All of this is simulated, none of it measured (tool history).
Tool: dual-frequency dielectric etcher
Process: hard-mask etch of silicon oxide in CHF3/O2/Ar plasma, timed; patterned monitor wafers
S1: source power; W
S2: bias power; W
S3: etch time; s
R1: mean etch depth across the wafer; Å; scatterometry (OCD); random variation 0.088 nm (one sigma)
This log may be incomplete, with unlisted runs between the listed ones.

Run 1, hour 0: S1 760 W, S2 210 W, S3 17 s. Result: R1 364.97 Å.
Run 2, hour 4.8: S1 760 W, S2 210 W, S3 15.5 s. Result: R1 333.71 Å.
Run 3, hour 9.7: S1 800 W, S2 215 W, S3 15.5 s. Result: R1 343.24 Å.
Run 4, hour 12.1: S1 820 W, S2 224 W, S3 15.5 s. Result: R1 351.84 Å.
Run 5, hour 14.6: S1 820 W, S2 252 W, S3 15.5 s. Result: R1 368.13 Å.
Run 6, hour 20.4: S1 840 W, S2 255 W, S3 15.5 s. Result: R1 374.38 Å.

What will run 7 give?
Run 7, hour 25.6: S1 860 W, S2 257 W, S3 15.5 s. Result: R1 ?.

Run 7 yielded R1 378.66 Å.
